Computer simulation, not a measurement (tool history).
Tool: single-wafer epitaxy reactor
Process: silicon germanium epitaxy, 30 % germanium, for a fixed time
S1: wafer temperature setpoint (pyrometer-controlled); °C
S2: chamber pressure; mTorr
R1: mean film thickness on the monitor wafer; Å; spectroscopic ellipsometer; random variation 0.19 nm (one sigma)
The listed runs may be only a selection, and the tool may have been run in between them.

run  hour   S1     S2      R1
  1     0  605  20500  571.92
  2   6.9  610  20500  616.77
  3   9.7  605  20400  571.69
  4  17.2  601  20300  533.79
  5  22.1  601  17500   498.4
  6  24.7  607  17500  543.49
  7  32.3  604  17400   524.3
  8  40.1  602  17400  506.46
     42.1  -- pyrometer calibrated
  9  42.1  601  17400  538.09
 10  46.2  589  17000  440.36

The next listed run, before its measurement:
 11  50.2  591  17100   ?

R1: 455.14 Å
